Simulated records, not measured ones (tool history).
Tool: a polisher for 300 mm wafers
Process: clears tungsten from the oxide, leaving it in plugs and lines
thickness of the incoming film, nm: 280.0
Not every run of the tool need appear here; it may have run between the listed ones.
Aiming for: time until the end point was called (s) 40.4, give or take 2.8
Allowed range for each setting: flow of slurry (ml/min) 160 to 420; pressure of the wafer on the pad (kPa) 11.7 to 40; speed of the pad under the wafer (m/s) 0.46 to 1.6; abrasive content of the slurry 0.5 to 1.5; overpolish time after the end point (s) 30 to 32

| run | hour | flow of slurry (ml/min) | pressure of the wafer on the pad (kPa) | speed of the pad under the wafer (m/s) | abrasive content of the slurry | overpolish time after the end point (s) | time until the end point was called (s) |
|---|---|---|---|---|---|---|---|
| 1 | 0 | 270 | 25.5 | 1.02 | 1 | 30 | 51.02 |
| 2 | 6.4 | 270 | 26.9 | 1.02 | 1 | 30 | 51.151 |
| 3 | 8.9 | 330 | 26.9 | 1.02 | 1 | 30 | 47.672 |
| 4 | 15.8 | 330 | 26.9 | 1.02 | 1 | 32 | 50.042 |
| 5 | 16.5 | 330 | 28.3 | 1.02 | 1 | 32 | 47.706 |
| 6 | 19.6 | 330 | 28.3 | 1.02 | 1 | 30 | 47.067 |
| 7 | 28.5 | 330 | 29 | 1.02 | 1 | 30 | 45.798 |
| 8 | 34.5 | 330 | 29.6 | 1.02 | 1 | 30 | 44.639 |
| 9 | 39.8 | 330 | 29.6 | 1.02 | 1 | 30 | 44.358 |
| 10 | 46.6 | 330 | 30.3 | 1.02 | 1 | 30 | 44.433 |

Next run, 5 choices. One meets every target within its allowed miss, the rest don't. Which?
| A | 53.4 | 415 | 31.7 | 0.64 | 1.05 | 30 | ? |
| B | 53.4 | 290 | 31 | 1.26 | 0.75 | 32 | ? |
| C | 53.4 | 305 | 33.8 | 1.2 | 1 | 30 | ? |
| D | 53.4 | 335 | 31.7 | 1.26 | 1.15 | 31 | ? |
| E | 53.4 | 350 | 33.1 | 1.22 | 1.1 | 30 | ? |

| move | time until the end point was called (s) |
|---|---|
| A | 51.477 |
| B | 39.929 |
| C | 35.061 |
| D | 34.639 |
| E | 34.233 |
A: lands further from the targets than the last run did
B: every result lands within tolerance
C: takes the result that was furthest off past its target
D: takes the result that was furthest off past its target
E: takes the result that was furthest off past its target
So the answer is move B, the one that meets all the targets.
